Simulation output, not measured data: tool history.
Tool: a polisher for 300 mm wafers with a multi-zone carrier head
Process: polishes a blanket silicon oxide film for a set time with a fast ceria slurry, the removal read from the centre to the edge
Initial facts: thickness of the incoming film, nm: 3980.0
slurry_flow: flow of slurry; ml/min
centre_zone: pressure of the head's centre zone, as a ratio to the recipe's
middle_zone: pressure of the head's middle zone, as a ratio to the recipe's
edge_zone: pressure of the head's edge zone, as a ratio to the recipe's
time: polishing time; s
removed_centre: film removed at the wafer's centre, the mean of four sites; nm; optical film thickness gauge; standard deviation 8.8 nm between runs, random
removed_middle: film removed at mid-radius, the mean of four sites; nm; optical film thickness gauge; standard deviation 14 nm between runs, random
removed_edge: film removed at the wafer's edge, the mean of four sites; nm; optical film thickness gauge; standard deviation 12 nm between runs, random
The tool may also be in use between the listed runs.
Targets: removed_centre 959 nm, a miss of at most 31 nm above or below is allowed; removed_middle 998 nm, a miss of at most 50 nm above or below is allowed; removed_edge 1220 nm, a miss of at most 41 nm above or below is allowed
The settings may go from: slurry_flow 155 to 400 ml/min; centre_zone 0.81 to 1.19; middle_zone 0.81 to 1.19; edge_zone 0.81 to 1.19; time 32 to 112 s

| run | day | slurry_flow | centre_zone | middle_zone | edge_zone | time | removed_centre | removed_middle | removed_edge |
|---|---|---|---|---|---|---|---|---|---|
| 1 | 0 | 255 | 1 | 1 | 1 | 72 | 1540.7 | 1508.4 | 1550.2 |
| 2 | 0.212 | 245 | 0.95 | 0.96 | 1.01 | 67 | 1342.4 | 1371.8 | 1440.3 |
| 3 | 0.383 | 235 | 0.93 | 0.92 | 1.04 | 63 | 1237.7 | 1239.5 | 1373.4 |
| 4 | 0.671 | 235 | 0.93 | 0.88 | 1.04 | 63 | 1247.8 | 1242.3 | 1372.1 |
| 5 | 1.017 | 235 | 0.93 | 0.84 | 1.04 | 63 | 1246.3 | 1154.2 | 1376.9 |
| 6 | 1.342 | 235 | 0.93 | 0.84 | 1.04 | 50 | 990.41 | 931.33 | 1102.2 |
| 7 | 1.629 | 235 | 0.91 | 0.84 | 1.07 | 50 | 948.64 | 949.97 | 1114.9 |
| 8 | 2 | 235 | 0.91 | 0.83 | 1.09 | 51 | 989.48 | 951.1 | 1151.2 |

Next run, 5 choices. One meets every target within its allowed miss, the rest don't. Which?
| A | 2.371 | 215 | 0.81 | 0.89 | 1.16 | 57 | ? | ? | ? |
| B | 2.371 | 155 | 0.84 | 0.83 | 1.09 | 57 | ? | ? | ? |
| C | 2.371 | 235 | 0.94 | 1.01 | 1.03 | 48 | ? | ? | ? |
| D | 2.371 | 235 | 0.83 | 0.98 | 1.09 | 55 | ? | ? | ? |
| E | 2.371 | 235 | 0.81 | 0.86 | 1.17 | 53 | ? | ? | ? |

| move | removed_centre | removed_middle | removed_edge |
|---|---|---|---|
| A | 977.78 | 1084.6 | 1309 |
| B | 970.47 | 992.2 | 1232.9 |
| C | 967.55 | 1011.1 | 1044 |
| D | 977.67 | 1133.4 | 1230.8 |
| E | 918.53 | 993.14 | 1231.6 |
A: takes the biggest miss from the last run beyond its target
B: all results land within tolerance of their targets
C: moves away from the targets compared with the last run
D: the worst result of the last run now meets its target, but another is out of spec
E: the worst result of the last run now meets its target, but another is out of spec
The move that meets every target is B.

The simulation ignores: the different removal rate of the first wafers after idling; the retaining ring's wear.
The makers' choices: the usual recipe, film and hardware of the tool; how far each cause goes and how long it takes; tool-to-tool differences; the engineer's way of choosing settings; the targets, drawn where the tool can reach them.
